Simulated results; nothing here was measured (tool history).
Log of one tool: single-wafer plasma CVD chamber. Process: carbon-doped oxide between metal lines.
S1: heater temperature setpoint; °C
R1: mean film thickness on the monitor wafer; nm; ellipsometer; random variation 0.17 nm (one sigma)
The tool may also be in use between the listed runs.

{"run": 1, "day": 0.0, "S1": 370, "chamber pressure (Pa)": 591, "RF power (W)": 375, "deposition time (s)": 11.8, "R1": 46.511}
{"run": 2, "day": 0.179, "S1": 370, "chamber pressure (Pa)": 591, "RF power (W)": 350, "deposition time (s)": 11.8, "R1": 43.859}
{"run": 3, "day": 0.404, "S1": 371, "chamber pressure (Pa)": 569, "RF power (W)": 340, "deposition time (s)": 11.8, "R1": 42.322}
{"run": 4, "day": 0.596, "S1": 378, "chamber pressure (Pa)": 569, "RF power (W)": 340, "deposition time (s)": 11.8, "R1": 41.575}
{"run": 5, "day": 0.65, "S1": 378, "chamber pressure (Pa)": 569, "RF power (W)": 300, "deposition time (s)": 11.8, "R1": 37.039}
{"run": 6, "day": 0.779, "S1": 377, "chamber pressure (Pa)": 581, "RF power (W)": 300, "deposition time (s)": 11.8, "R1": 37.083}
{"run": 7, "day": 0.975, "S1": 375, "chamber pressure (Pa)": 620, "RF power (W)": 320, "deposition time (s)": 11.8, "R1": 39.781}
{"run": 8, "day": 1.279, "S1": 376, "chamber pressure (Pa)": 617, "RF power (W)": 320, "deposition time (s)": 11.8, "R1": 39.655}

Run 9 comes next. What will it give?
{"run": 9, "day": 1.404, "S1": 377, "chamber pressure (Pa)": 615, "RF power (W)": 320, "deposition time (s)": 11.8, "R1": "?"}

{"run 9": {"R1": 39.956}}

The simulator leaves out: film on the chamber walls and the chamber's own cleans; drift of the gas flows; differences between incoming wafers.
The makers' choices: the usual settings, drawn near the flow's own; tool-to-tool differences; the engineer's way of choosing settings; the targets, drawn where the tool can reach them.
